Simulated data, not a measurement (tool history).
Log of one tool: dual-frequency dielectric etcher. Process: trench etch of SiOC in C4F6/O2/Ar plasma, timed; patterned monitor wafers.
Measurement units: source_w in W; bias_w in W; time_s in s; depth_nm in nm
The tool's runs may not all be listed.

run,day,source_w,bias_w,time_s,depth_nm
1,0.000,490,197,21,50.505
2,0.183,510,200,21,51.481
3,0.338,510,170,21,48.079
4,0.708,540,176,21,49.639
5,0.896,540,158,21,47.727
6,0.946,560,167,21,50.058

Run 7 is up next; what results do you expect?
7,1.100,580,170,21,?

{"run 7": {"depth_nm": 51.001}}
